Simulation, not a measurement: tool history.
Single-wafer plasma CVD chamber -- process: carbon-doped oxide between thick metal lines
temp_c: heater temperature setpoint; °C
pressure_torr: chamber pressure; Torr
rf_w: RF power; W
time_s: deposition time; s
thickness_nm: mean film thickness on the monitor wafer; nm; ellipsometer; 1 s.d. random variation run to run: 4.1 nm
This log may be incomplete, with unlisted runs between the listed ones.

run  hour  temp_c  pressure_torr  rf_w  time_s  thickness_nm
  1   0.0     335           4.62   625     176       1057.40
  2   1.9     336           4.48   610     176       1034.00
  3   6.4     336           3.92   610     176       1023.20
  4  12.9     337           3.86   600     176        991.50
  5  18.8     337           3.86   630     176       1027.90
  6  23.1     339           3.74   625     176       1014.00

Run 7 is up next; what results do you expect?
  7  30.2     340           3.64   620     176             ?

Logged for run 7: thickness_nm 998.73 nm.
